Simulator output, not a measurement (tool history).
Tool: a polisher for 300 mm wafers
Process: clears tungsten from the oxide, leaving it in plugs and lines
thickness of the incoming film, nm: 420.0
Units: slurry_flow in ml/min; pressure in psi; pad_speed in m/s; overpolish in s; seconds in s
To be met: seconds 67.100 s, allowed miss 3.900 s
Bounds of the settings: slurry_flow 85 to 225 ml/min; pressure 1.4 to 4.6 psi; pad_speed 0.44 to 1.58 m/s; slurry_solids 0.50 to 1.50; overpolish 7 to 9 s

{"run": 1, "hour": 0.0, "slurry_flow": 145, "pressure": 3.0, "pad_speed": 1.0, "slurry_solids": 1.0, "overpolish": 9, "seconds": 113.18}
{"run": 2, "hour": 5.5, "slurry_flow": 145, "pressure": 3.0, "pad_speed": 0.84, "slurry_solids": 1.0, "overpolish": 9, "seconds": 123.52}
{"run": 3, "hour": 12.5, "slurry_flow": 160, "pressure": 3.0, "pad_speed": 0.84, "slurry_solids": 1.0, "overpolish": 9, "seconds": 122.87}
{"run": 4, "hour": 14.7, "slurry_flow": 160, "pressure": 3.0, "pad_speed": 0.84, "slurry_solids": 1.1, "overpolish": 9, "seconds": 121.28}
{"run": 5, "hour": 18.8, "slurry_flow": 160, "pressure": 3.0, "pad_speed": 0.66, "slurry_solids": 1.1, "overpolish": 9, "seconds": 144.41}
{"run": 6, "hour": 20.0, "slurry_flow": 160, "pressure": 3.0, "pad_speed": 0.66, "slurry_solids": 1.1, "overpolish": 9, "seconds": 145.86}
{"hour": 27.3, "done": "slurry nozzle cleaned"}
{"run": 7, "hour": 27.3, "slurry_flow": 160, "pressure": 3.4, "pad_speed": 0.72, "slurry_solids": 1.1, "overpolish": 9, "seconds": 114.69}
{"run": 8, "hour": 28.2, "slurry_flow": 160, "pressure": 3.7, "pad_speed": 0.74, "slurry_solids": 1.1, "overpolish": 9, "seconds": 105.25}
{"run": 9, "hour": 30.3, "slurry_flow": 160, "pressure": 3.9, "pad_speed": 0.78, "slurry_solids": 1.1, "overpolish": 9, "seconds": 92.794}
{"run": 10, "hour": 34.3, "slurry_flow": 165, "pressure": 4.6, "pad_speed": 0.86, "slurry_solids": 1.1, "overpolish": 9, "seconds": 73.438}

5 next moves are on the table. One of them brings every result within its allowed miss. Which?
{"run": "A", "hour": 38.3, "slurry_flow": 175, "pressure": 4.6, "pad_speed": 0.98, "slurry_solids": 1.0, "overpolish": 7, "seconds": "?"}
{"run": "B", "hour": 38.3, "slurry_flow": 150, "pressure": 4.0, "pad_speed": 0.96, "slurry_solids": 1.05, "overpolish": 7, "seconds": "?"}
{"run": "C", "hour": 38.3, "slurry_flow": 170, "pressure": 4.3, "pad_speed": 0.76, "slurry_solids": 1.2, "overpolish": 8, "seconds": "?"}
{"run": "D", "hour": 38.3, "slurry_flow": 180, "pressure": 4.3, "pad_speed": 0.84, "slurry_solids": 1.05, "overpolish": 9, "seconds": "?"}
{"run": "E", "hour": 38.3, "slurry_flow": 160, "pressure": 4.6, "pad_speed": 0.68, "slurry_solids": 1.45, "overpolish": 7, "seconds": "?"}

move=A seconds=68.778
move=B seconds=80.725
move=C seconds=84.508
move=D seconds=80.872
move=E seconds=81.978
A: meets every target
B: further off than the last run
C: further off than the last run
D: further off than the last run
E: further off than the last run
Answer: A
